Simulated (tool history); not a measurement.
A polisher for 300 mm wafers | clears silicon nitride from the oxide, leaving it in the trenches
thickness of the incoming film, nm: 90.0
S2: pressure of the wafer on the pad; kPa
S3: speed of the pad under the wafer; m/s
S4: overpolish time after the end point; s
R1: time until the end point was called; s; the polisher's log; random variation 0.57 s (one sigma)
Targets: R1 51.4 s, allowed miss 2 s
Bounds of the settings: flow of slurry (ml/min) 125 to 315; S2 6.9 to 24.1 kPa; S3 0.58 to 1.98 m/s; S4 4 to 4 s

{"run": 1, "hour": 0.0, "flow of slurry (ml/min)": 205, "S2": 15.2, "S3": 1.28, "S4": 4, "R1": 72.315}
{"run": 2, "hour": 1.1, "flow of slurry (ml/min)": 205, "S2": 15.2, "S3": 1.28, "S4": 4, "R1": 74.234}
{"run": 3, "hour": 4.5, "flow of slurry (ml/min)": 205, "S2": 15.9, "S3": 1.28, "S4": 4, "R1": 70.907}
{"run": 4, "hour": 8.6, "flow of slurry (ml/min)": 205, "S2": 15.9, "S3": 0.98, "S4": 4, "R1": 93.371}
{"run": 5, "hour": 15.7, "flow of slurry (ml/min)": 205, "S2": 15.9, "S3": 0.98, "S4": 4, "R1": 92.031}
{"run": 6, "hour": 24.6, "flow of slurry (ml/min)": 205, "S2": 15.9, "S3": 0.98, "S4": 4, "R1": 93.571}
{"run": 7, "hour": 30.7, "flow of slurry (ml/min)": 210, "S2": 20, "S3": 1.06, "S4": 4, "R1": 68.443}
{"run": 8, "hour": 32.0, "flow of slurry (ml/min)": 210, "S2": 20.7, "S3": 1.06, "S4": 4, "R1": 65.863}
{"run": 9, "hour": 34.7, "flow of slurry (ml/min)": 210, "S2": 21.4, "S3": 1.06, "S4": 4, "R1": 64.029}
{"run": 10, "hour": 35.5, "flow of slurry (ml/min)": 215, "S2": 22.8, "S3": 1.1, "S4": 4, "R1": 57.777}
{"run": 11, "hour": 37.9, "flow of slurry (ml/min)": 215, "S2": 23.4, "S3": 1.14, "S4": 4, "R1": 53.941}

4 next moves are on the table. One of them brings every result within its allowed miss. Which?
{"run": "A", "hour": 40.3, "flow of slurry (ml/min)": 190, "S2": 22.1, "S3": 1.12, "S4": 4, "R1": "?"}
{"run": "B", "hour": 40.3, "flow of slurry (ml/min)": 165, "S2": 24.1, "S3": 1.2, "S4": 4, "R1": "?"}
{"run": "C", "hour": 40.3, "flow of slurry (ml/min)": 230, "S2": 24.1, "S3": 1.28, "S4": 4, "R1": "?"}
{"run": "D", "hour": 40.3, "flow of slurry (ml/min)": 210, "S2": 24.1, "S3": 1.32, "S4": 4, "R1": "?"}

move=A R1=60.267
move=B R1=52.865
move=C R1=47.247
move=D R1=46.402
A: further off than the last run
B: meets every target
C: takes the result that was furthest off past its target
D: takes the result that was furthest off past its target
The right move is B.
